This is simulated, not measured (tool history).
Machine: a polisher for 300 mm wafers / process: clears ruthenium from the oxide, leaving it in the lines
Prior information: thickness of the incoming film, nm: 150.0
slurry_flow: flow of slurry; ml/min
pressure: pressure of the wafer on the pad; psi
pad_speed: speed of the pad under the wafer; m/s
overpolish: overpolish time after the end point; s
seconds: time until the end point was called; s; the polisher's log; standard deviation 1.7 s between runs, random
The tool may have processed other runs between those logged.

run,hour,slurry_flow,pressure,pad_speed,overpolish,seconds
1,0,175,2.7,0.94,8,114.99
2,0.9,175,2.7,0.94,8,116.52
3,8.2,160,2.7,0.94,8,120.96
4,15.8,170,2.8,0.94,8,114.24
5,24.8,195,2.8,0.94,8,109.87
6,26.3,195,2.8,1.04,8,100.47

Forecast run 7:
7,34.2,195,2.8,1.04,8,?

{"run 7": {"seconds": 101.05}}
